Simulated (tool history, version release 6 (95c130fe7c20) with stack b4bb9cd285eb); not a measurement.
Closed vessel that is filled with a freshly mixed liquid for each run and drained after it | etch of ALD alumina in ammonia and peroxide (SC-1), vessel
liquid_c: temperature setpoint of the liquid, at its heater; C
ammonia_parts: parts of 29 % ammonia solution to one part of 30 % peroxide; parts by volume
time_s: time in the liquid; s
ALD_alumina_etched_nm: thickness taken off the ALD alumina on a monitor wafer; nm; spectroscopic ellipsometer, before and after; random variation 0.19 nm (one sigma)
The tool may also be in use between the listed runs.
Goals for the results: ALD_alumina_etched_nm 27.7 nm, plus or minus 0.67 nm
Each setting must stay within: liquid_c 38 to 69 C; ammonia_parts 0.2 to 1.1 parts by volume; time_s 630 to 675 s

run,day,liquid_c,ammonia_parts,time_s,ALD_alumina_etched_nm
1,0,53,0.6,630,57.2
2,0.267,50,0.6,630,48.428
3,0.542,48,0.6,630,43.567
4,0.692,46.5,0.6,630,39.685
5,1.021,45,0.6,630,36.944
6,1.183,48,0.6,630,43.638
7,1.429,46.5,0.6,630,40.324
8,1.704,38.5,0.6,630,25.151
9,1.783,39,0.6,630,26.047
10,2.104,40.5,0.6,630,28.41

Exactly one of the 5 candidate moves below puts every result within its allowed miss. Which one?
A,2.425,40,0.6,675,?
B,2.425,40.5,0.6,640,?
C,2.425,40.5,0.85,630,?
D,2.425,40,0.55,675,?
E,2.425,39.5,0.5,665,?

move,ALD_alumina_etched_nm
A,29.296
B,28.607
C,29.114
D,29.053
E,27.536
A: the biggest miss grows against the last run
B: the biggest miss grows against the last run
C: the biggest miss grows against the last run
D: the biggest miss grows against the last run
E: all results in spec
Answer: E
